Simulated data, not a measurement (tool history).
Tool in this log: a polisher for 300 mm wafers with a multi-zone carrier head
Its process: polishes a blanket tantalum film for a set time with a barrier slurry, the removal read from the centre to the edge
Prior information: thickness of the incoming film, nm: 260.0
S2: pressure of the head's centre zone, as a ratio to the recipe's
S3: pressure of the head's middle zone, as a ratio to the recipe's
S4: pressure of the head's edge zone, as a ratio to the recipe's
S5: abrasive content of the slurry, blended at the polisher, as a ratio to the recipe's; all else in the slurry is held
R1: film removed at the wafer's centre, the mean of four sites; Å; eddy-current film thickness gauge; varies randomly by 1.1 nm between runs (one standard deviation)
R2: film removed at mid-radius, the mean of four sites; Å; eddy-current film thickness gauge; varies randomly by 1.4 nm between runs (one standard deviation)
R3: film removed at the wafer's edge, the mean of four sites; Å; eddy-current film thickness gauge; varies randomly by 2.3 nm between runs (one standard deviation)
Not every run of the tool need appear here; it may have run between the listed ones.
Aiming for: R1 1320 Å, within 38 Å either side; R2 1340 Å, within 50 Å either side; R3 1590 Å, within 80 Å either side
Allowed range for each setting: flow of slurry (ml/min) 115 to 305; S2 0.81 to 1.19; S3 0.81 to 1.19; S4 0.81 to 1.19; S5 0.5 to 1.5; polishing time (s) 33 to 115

Run 1, day 0: flow of slurry (ml/min) 195, S2 1, S3 1, S4 1, S5 1, polishing time (s) 73. Result: R1 1100.4 Å, R2 1056.4 Å, R3 1125.1 Å.
Run 2, day 0.108: flow of slurry (ml/min) 195, S2 0.99, S3 1, S4 1.02, S5 1.05, polishing time (s) 74. Result: R1 1105 Å, R2 1088.2 Å, R3 1168.2 Å.
Run 3, day 0.35: flow of slurry (ml/min) 200, S2 0.99, S3 1, S4 1.04, S5 1.1, polishing time (s) 75. Result: R1 1134.2 Å, R2 1122.4 Å, R3 1196.4 Å.
Run 4, day 0.621: flow of slurry (ml/min) 200, S2 0.99, S3 1, S4 1.09, S5 1.1, polishing time (s) 75. Result: R1 1148.2 Å, R2 1128.8 Å, R3 1239.6 Å.
Run 5, day 0.992: flow of slurry (ml/min) 200, S2 0.98, S3 0.99, S4 1.1, S5 1.15, polishing time (s) 76. Result: R1 1164.7 Å, R2 1134.6 Å, R3 1270 Å.
Run 6, day 1.221: flow of slurry (ml/min) 200, S2 0.97, S3 0.99, S4 1.11, S5 1.2, polishing time (s) 77. Result: R1 1155.3 Å, R2 1146.4 Å, R3 1315.8 Å.
Run 7, day 1.279: flow of slurry (ml/min) 205, S2 0.97, S3 0.99, S4 1.12, S5 1.25, polishing time (s) 78. Result: R1 1187.2 Å, R2 1193 Å, R3 1357.5 Å.
Run 8, day 1.546: flow of slurry (ml/min) 210, S2 0.97, S3 0.99, S4 1.13, S5 1.3, polishing time (s) 78. Result: R1 1192.7 Å, R2 1202.8 Å, R3 1376.7 Å.
Run 9, day 1.875: flow of slurry (ml/min) 210, S2 0.97, S3 0.99, S4 1.14, S5 1.3, polishing time (s) 79. Result: R1 1218.1 Å, R2 1199.7 Å, R3 1376.4 Å.
Run 10, day 2.025: flow of slurry (ml/min) 210, S2 0.97, S3 0.99, S4 1.14, S5 1.3, polishing time (s) 80. Result: R1 1233.3 Å, R2 1234.7 Å, R3 1400.8 Å.
Run 11, day 2.4: flow of slurry (ml/min) 210, S2 0.97, S3 0.99, S4 1.14, S5 1.3, polishing time (s) 80. Result: R1 1244 Å, R2 1252.4 Å, R3 1406.8 Å.
Run 12, day 2.7: flow of slurry (ml/min) 210, S2 0.97, S3 0.99, S4 1.15, S5 1.3, polishing time (s) 81. Result: R1 1264.3 Å, R2 1229.3 Å, R3 1423.4 Å.
Run 13, day 2.738: flow of slurry (ml/min) 210, S2 0.97, S3 0.99, S4 1.15, S5 1.3, polishing time (s) 81. Result: R1 1249 Å, R2 1270.7 Å, R3 1424.7 Å.
At day 2.975: edge zone pressure recalibrated.
Run 14, day 2.975: flow of slurry (ml/min) 210, S2 0.97, S3 0.99, S4 1.16, S5 1.3, polishing time (s) 81. Result: R1 1245.2 Å, R2 1258.7 Å, R3 1366.1 Å.
Run 15, day 3.304: flow of slurry (ml/min) 225, S2 0.87, S3 0.89, S4 1.16, S5 1.5, polishing time (s) 88. Result: R1 1275.8 Å, R2 1326.2 Å, R3 1554.5 Å.

Which one of the following 5 next-run settings gets every result inside its allowed miss? There is exactly one.
Run A, day 3.633: flow of slurry (ml/min) 275, S2 0.82, S3 0.87, S4 1.12, S5 1.5, polishing time (s) 88. Result: R1 ?, R2 ?, R3 ?.
Run B, day 3.633: flow of slurry (ml/min) 210, S2 0.87, S3 0.85, S4 1.13, S5 1.5, polishing time (s) 92. Result: R1 ?, R2 ?, R3 ?.
Run C, day 3.633: flow of slurry (ml/min) 265, S2 0.89, S3 0.87, S4 1.09, S5 1.45, polishing time (s) 85. Result: R1 ?, R2 ?, R3 ?.
Run D, day 3.633: flow of slurry (ml/min) 215, S2 0.83, S3 0.86, S4 1.14, S5 1.5, polishing time (s) 90. Result: R1 ?, R2 ?, R3 ?.
Run E, day 3.633: flow of slurry (ml/min) 305, S2 0.83, S3 0.9, S4 1.04, S5 1.2, polishing time (s) 90. Result: R1 ?, R2 ?, R3 ?.

move      R1      R2      R3
   A  1242.5  1319.7  1554.2
   B  1329.5  1316.1  1593.1
   C  1289.5  1261.1  1466.8
   D  1244.8  1301.2  1569.1
   E  1245.1  1332.3  1476.3
A: moves away from the targets compared with the last run
B: every result within its allowed miss
C: the furthest-off result lands on target, but another misses its tolerance
D: moves away from the targets compared with the last run
E: moves away from the targets compared with the last run
B is the move that brings every result within its allowed miss.
